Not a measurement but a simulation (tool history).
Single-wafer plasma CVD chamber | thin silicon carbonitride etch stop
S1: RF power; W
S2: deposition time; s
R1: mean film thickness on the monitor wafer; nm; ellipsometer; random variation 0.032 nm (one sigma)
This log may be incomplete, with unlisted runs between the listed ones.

| run | hour | S1 | S2 | R1 |
|---|---|---|---|---|
| 1 | 0 | 215 | 27.6 | 14.452 |
| 2 | 2.5 | 205 | 25.4 | 13.042 |
| 3 | 10.8 | 175 | 25.4 | 12.171 |
| 4 | 15.8 | 175 | 27 | 13 |
| 5 | 22.4 | 170 | 25.5 | 12.106 |
| 6 | 29.4 | 150 | 25.5 | 11.375 |
| 7 | 34.4 | 145 | 21.1 | 9.3288 |

Estimate the outcome of run 8 from the log above:
| 8 | 40 | 165 | 21.8 | ? |

Run 8 produced R1 10.2 nm.

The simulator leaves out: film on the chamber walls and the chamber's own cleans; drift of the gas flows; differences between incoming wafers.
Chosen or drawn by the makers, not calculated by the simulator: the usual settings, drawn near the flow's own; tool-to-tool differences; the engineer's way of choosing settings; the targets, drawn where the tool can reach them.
